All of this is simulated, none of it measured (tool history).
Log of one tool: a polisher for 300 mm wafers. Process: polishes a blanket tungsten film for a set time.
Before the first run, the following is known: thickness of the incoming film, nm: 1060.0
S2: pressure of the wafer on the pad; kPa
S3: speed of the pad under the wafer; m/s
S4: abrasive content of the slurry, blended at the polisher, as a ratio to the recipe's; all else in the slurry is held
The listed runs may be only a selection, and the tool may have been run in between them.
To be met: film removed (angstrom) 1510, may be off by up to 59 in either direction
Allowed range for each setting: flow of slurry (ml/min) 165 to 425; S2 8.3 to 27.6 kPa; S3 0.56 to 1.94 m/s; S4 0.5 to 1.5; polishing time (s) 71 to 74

Run 1, day 0: flow of slurry (ml/min) 275, S2 17.9 kPa, S3 1.24 m/s, S4 1, polishing time (s) 71. Result: film removed (angstrom) 2903.6.
Run 2, day 0.288: flow of slurry (ml/min) 275, S2 15.2 kPa, S3 1.2 m/s, S4 1, polishing time (s) 71. Result: film removed (angstrom) 2454.2.
Run 3, day 0.471: flow of slurry (ml/min) 275, S2 17.2 kPa, S3 1.2 m/s, S4 1, polishing time (s) 71. Result: film removed (angstrom) 2732.3.
Run 4, day 0.688: flow of slurry (ml/min) 275, S2 15.2 kPa, S3 1.16 m/s, S4 1, polishing time (s) 71. Result: film removed (angstrom) 2357.
Run 5, day 1: flow of slurry (ml/min) 275, S2 15.2 kPa, S3 0.88 m/s, S4 1, polishing time (s) 71. Result: film removed (angstrom) 1943.9.
Run 6, day 1.267: flow of slurry (ml/min) 275, S2 13.8 kPa, S3 0.88 m/s, S4 1, polishing time (s) 71. Result: film removed (angstrom) 1773.8.
Run 7, day 1.304: flow of slurry (ml/min) 275, S2 13.1 kPa, S3 0.88 m/s, S4 1, polishing time (s) 71. Result: film removed (angstrom) 1722.2.
Run 8, day 1.679: flow of slurry (ml/min) 275, S2 10.3 kPa, S3 0.86 m/s, S4 1, polishing time (s) 71. Result: film removed (angstrom) 1353.5.
Run 9, day 2.017: flow of slurry (ml/min) 275, S2 11 kPa, S3 0.86 m/s, S4 1, polishing time (s) 71. Result: film removed (angstrom) 1439.

Exercise: of the 5 proposed moves below, exactly one satisfies all targets within the stated allowed misses. Which move is it?
Run A, day 2.354: flow of slurry (ml/min) 265, S2 13.1 kPa, S3 0.76 m/s, S4 1.1, polishing time (s) 74. Result: film removed (angstrom) ?.
Run B, day 2.354: flow of slurry (ml/min) 300, S2 11.7 kPa, S3 0.72 m/s, S4 0.95, polishing time (s) 71. Result: film removed (angstrom) ?.
Run C, day 2.354: flow of slurry (ml/min) 375, S2 11.7 kPa, S3 0.78 m/s, S4 0.9, polishing time (s) 74. Result: film removed (angstrom) ?.
Run D, day 2.354: flow of slurry (ml/min) 265, S2 11.7 kPa, S3 0.88 m/s, S4 1.05, polishing time (s) 74. Result: film removed (angstrom) ?.
Run E, day 2.354: flow of slurry (ml/min) 290, S2 11 kPa, S3 1.08 m/s, S4 0.9, polishing time (s) 74. Result: film removed (angstrom) ?.

move  film removed (angstrom)
   A                   1673.7
   B                   1381.7
   C                   1521.9
   D                   1633.3
   E                   1733.8
A: the result that was furthest off in the last run now lies on the other side of its target
B: lands further from the targets than the last run did
C: all results land within tolerance of their targets
D: the result that was furthest off in the last run now lies on the other side of its target
E: the result that was furthest off in the last run now lies on the other side of its target
So the answer is move C, the one that meets all the targets.
